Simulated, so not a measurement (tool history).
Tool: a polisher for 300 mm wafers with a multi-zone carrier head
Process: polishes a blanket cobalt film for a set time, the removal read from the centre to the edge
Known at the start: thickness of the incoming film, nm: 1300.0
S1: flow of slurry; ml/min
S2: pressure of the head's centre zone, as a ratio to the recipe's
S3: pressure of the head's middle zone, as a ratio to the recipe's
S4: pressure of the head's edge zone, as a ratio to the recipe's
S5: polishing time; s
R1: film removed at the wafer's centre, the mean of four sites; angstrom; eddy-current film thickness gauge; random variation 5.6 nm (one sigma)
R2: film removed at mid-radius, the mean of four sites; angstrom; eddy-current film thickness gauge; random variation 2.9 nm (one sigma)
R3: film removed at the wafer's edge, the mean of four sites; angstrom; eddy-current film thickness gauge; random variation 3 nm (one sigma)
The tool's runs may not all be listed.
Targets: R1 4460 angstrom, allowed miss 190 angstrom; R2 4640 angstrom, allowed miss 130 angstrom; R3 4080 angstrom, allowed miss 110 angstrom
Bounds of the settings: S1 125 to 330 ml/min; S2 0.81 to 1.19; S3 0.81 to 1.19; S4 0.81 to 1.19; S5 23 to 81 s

run,hour,S1,S2,S3,S4,S5,R1,R2,R3
1,0,210,1,1,1,52,3229.4,3088.2,3197
2,5,225,1.02,1.04,1.01,54,3383.3,3333.3,3347.3
3,9.5,250,1.02,1.04,1.01,54,3446.7,3408,3381.7
4,12.8,250,1.02,1.04,1.01,45,2850.8,2816.4,2823.2
5,17.1,250,1.02,1.12,1.01,45,2866.2,3014.5,2793.9
6,19.2,250,1.02,1.12,1.08,45,2851.3,3003,2843.7
7,23.8,260,1.04,1.14,1.08,49,3152.7,3340.3,3146.7
8,25.7,320,1.13,1.19,0.98,63,4261.1,4505,4008
9,28.6,320,1.13,1.19,0.97,63,4271.5,4514.9,3938.2

Which of these 5 next moves meets every target?
A,31.5,325,1.11,1.17,0.95,65,?,?,?
B,31.5,325,0.96,1.19,0.99,64,?,?,?
C,31.5,280,1.19,1.19,0.88,64,?,?,?
D,31.5,295,1.04,1.09,1.07,63,?,?,?
E,31.5,310,1.19,1.19,0.93,61,?,?,?

move,R1,R2,R3
A,4535.6,4624.2,4092.1
B,4120.4,4622.1,4076.1
C,4584.5,4560,3905.2
D,4196,4182.8,4086.4
E,4413.5,4385.3,3804.7
A: meets every target
B: brings the result that was furthest off to its target, and leaves another outside
C: further off than the last run
D: brings the result that was furthest off to its target, and leaves another outside
E: further off than the last run
Move A is the one to make.
